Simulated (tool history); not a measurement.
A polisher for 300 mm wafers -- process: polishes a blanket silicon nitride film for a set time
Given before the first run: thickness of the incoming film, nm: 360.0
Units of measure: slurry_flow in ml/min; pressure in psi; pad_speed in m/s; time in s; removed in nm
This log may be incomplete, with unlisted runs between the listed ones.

run	hour	slurry_flow	pressure	pad_speed	time	removed
1	0.0	240	3.0	0.88	63	77.276
2	1.7	240	3.4	0.88	63	86.914
3	5.3	240	2.9	0.86	63	73.326
4	5.9	240	2.9	0.86	66	77.387
5	12.7	240	3.6	0.86	66	91.341
6	19.6	240	3.0	0.84	66	76.617

Expected results for the next run?
7	26.6	240	2.6	0.82	66	?

removed: 68.004 nm
